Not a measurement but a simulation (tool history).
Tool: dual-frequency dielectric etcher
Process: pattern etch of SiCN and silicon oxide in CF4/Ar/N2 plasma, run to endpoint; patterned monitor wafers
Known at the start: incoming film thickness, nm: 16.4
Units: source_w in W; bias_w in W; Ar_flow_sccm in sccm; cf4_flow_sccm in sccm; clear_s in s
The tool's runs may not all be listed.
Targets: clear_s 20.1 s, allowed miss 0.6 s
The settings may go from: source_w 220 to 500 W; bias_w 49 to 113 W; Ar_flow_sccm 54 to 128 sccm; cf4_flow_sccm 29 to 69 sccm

run 1 hour=0 | source_w=360 bias_w=81 Ar_flow_sccm=91 cf4_flow_sccm=49 | clear_s=22.693
run 2 hour=7 | source_w=380 bias_w=82 Ar_flow_sccm=91 cf4_flow_sccm=49 | clear_s=21.038
run 3 hour=8.2 | source_w=340 bias_w=82 Ar_flow_sccm=91 cf4_flow_sccm=49 | clear_s=23.785
run 4 hour=11.4 | source_w=340 bias_w=82 Ar_flow_sccm=91 cf4_flow_sccm=41 | clear_s=24.802
run 5 hour=13.3 | source_w=340 bias_w=91 Ar_flow_sccm=91 cf4_flow_sccm=41 | clear_s=23.42
run 6 hour=18.3 | source_w=340 bias_w=91 Ar_flow_sccm=91 cf4_flow_sccm=47 | clear_s=23.014
run 7 hour=22.7 | source_w=350 bias_w=91 Ar_flow_sccm=91 cf4_flow_sccm=47 | clear_s=22.313
run 8 hour=23.8 | source_w=360 bias_w=91 Ar_flow_sccm=91 cf4_flow_sccm=47 | clear_s=21.772
run 9 hour=26.4 | source_w=370 bias_w=91 Ar_flow_sccm=91 cf4_flow_sccm=47 | clear_s=21.111

Which of these 4 next moves meets every target?
run A hour=29 | source_w=340 bias_w=87 Ar_flow_sccm=85 cf4_flow_sccm=61 | clear_s=?
run B hour=29 | source_w=390 bias_w=100 Ar_flow_sccm=61 cf4_flow_sccm=29 | clear_s=?
run C hour=29 | source_w=360 bias_w=90 Ar_flow_sccm=91 cf4_flow_sccm=47 | clear_s=?
run D hour=29 | source_w=360 bias_w=79 Ar_flow_sccm=104 cf4_flow_sccm=54 | clear_s=?

move=A clear_s=21.892
move=B clear_s=19.55
move=C clear_s=21.507
move=D clear_s=22.346
A: further off than the last run
B: meets every target
C: further off than the last run
D: further off than the last run
The right move is B.

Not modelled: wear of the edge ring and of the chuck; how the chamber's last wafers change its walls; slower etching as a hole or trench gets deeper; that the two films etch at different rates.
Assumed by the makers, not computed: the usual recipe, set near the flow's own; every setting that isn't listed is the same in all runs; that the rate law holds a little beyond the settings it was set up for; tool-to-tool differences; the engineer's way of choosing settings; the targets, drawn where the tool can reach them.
